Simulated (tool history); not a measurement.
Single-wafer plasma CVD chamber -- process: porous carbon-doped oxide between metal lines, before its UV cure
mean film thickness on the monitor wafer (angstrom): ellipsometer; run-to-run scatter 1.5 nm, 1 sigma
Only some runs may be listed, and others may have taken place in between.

run	day	heater temperature setpoint (deg C)	RF power (W)	deposition time (s)	mean film thickness on the monitor wafer (angstrom)
1	0	300	620	55.6	3895.2
2	0.1	300	700	55.6	4149.3
3	0.417	300	700	57.5	4261.3
4	0.712	303	665	57.3	4048.2
5	0.979	310	665	57.3	3910.7
6	1.225	310	695	57.3	3972.6

Predict the results of run 7:
7	1.292	310	695	57.3	?

Run 7 gave mean film thickness on the monitor wafer (angstrom) 3984.9.

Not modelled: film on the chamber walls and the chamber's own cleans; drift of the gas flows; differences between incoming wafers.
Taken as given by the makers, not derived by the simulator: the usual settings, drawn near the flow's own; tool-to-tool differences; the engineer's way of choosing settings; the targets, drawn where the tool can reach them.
